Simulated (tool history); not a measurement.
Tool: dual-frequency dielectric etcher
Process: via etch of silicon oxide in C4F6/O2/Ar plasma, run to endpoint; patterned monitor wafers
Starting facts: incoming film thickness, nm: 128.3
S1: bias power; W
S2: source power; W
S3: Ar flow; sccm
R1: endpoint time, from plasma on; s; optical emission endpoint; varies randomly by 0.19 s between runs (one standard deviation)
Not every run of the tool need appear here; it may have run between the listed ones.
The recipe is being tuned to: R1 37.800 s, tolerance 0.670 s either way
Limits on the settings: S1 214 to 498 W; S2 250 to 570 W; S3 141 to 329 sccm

{"run": 1, "hour": 0.0, "S1": 356, "S2": 410, "S3": 235, "R1": 33.071}
{"run": 2, "hour": 6.3, "S1": 356, "S2": 360, "S3": 235, "R1": 34.486}
{"run": 3, "hour": 12.1, "S1": 341, "S2": 360, "S3": 235, "R1": 35.193}
{"run": 4, "hour": 18.9, "S1": 341, "S2": 360, "S3": 265, "R1": 35.467}
{"run": 5, "hour": 25.5, "S1": 331, "S2": 360, "S3": 265, "R1": 35.749}
{"run": 6, "hour": 31.6, "S1": 322, "S2": 360, "S3": 265, "R1": 35.829}
{"run": 7, "hour": 32.7, "S1": 312, "S2": 360, "S3": 265, "R1": 36.725}
{"run": 8, "hour": 40.1, "S1": 308, "S2": 360, "S3": 265, "R1": 36.615}
{"run": 9, "hour": 47.1, "S1": 303, "S2": 360, "S3": 265, "R1": 36.831}
{"run": 10, "hour": 51.5, "S1": 299, "S2": 360, "S3": 265, "R1": 36.726}

Of the 4 settings listed for the next run, only one would bring every result within its allowed miss of target. Which one?
{"run": "A", "hour": 55.9, "S1": 262, "S2": 380, "S3": 248, "R1": "?"}
{"run": "B", "hour": 55.9, "S1": 367, "S2": 360, "S3": 291, "R1": "?"}
{"run": "C", "hour": 55.9, "S1": 280, "S2": 410, "S3": 292, "R1": "?"}
{"run": "D", "hour": 55.9, "S1": 270, "S2": 400, "S3": 255, "R1": "?"}

move=A R1=37.180
move=B R1=34.499
move=C R1=35.757
move=D R1=36.113
A: each result inside its tolerance
B: misses by more than the last run did
C: misses by more than the last run did
D: misses by more than the last run did
The move that meets every target is A.
